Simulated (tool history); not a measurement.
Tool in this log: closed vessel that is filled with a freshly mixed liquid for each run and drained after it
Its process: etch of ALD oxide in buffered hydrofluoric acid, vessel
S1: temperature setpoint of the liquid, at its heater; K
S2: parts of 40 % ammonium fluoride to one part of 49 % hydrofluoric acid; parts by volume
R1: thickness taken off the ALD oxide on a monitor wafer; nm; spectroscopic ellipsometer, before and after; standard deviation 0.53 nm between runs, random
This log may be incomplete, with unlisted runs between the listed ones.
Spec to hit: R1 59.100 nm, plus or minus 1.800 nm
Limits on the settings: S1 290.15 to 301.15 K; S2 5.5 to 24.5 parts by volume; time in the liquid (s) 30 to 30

run 1 day=0.000 | S1=293.15 S2=15.0 time_in_the_liquid_(s)=30 | R1=46.118
run 2 day=0.296 | S1=294.15 S2=15.0 time_in_the_liquid_(s)=30 | R1=49.199
run 3 day=0.617 | S1=294.15 S2=15.0 time_in_the_liquid_(s)=30 | R1=48.837
run 4 day=0.954 | S1=294.15 S2=15.0 time_in_the_liquid_(s)=30 | R1=49.505
run 5 day=1.046 | S1=294.15 S2=17.0 time_in_the_liquid_(s)=30 | R1=43.822
run 6 day=1.375 | S1=294.15 S2=15.5 time_in_the_liquid_(s)=30 | R1=47.866
run 7 day=1.504 | S1=294.65 S2=15.5 time_in_the_liquid_(s)=30 | R1=49.435
run 8 day=1.650 | S1=295.15 S2=15.5 time_in_the_liquid_(s)=30 | R1=50.235
run 9 day=1.796 | S1=295.65 S2=15.5 time_in_the_liquid_(s)=30 | R1=51.910

Which one of the following 4 next-run settings gets every result inside its allowed miss? There is exactly one.
run A day=1.942 | S1=295.15 S2=16.5 time_in_the_liquid_(s)=30 | R1=?
run B day=1.942 | S1=299.65 S2=16.0 time_in_the_liquid_(s)=30 | R1=?
run C day=1.942 | S1=294.15 S2=16.0 time_in_the_liquid_(s)=30 | R1=?
run D day=1.942 | S1=292.65 S2=11.5 time_in_the_liquid_(s)=30 | R1=?

move=A R1=47.492
move=B R1=62.576
move=C R1=46.308
move=D R1=58.876
A: moves away from the targets compared with the last run
B: takes the biggest miss from the last run beyond its target
C: moves away from the targets compared with the last run
D: every result lands within tolerance
The move that meets every target is D.
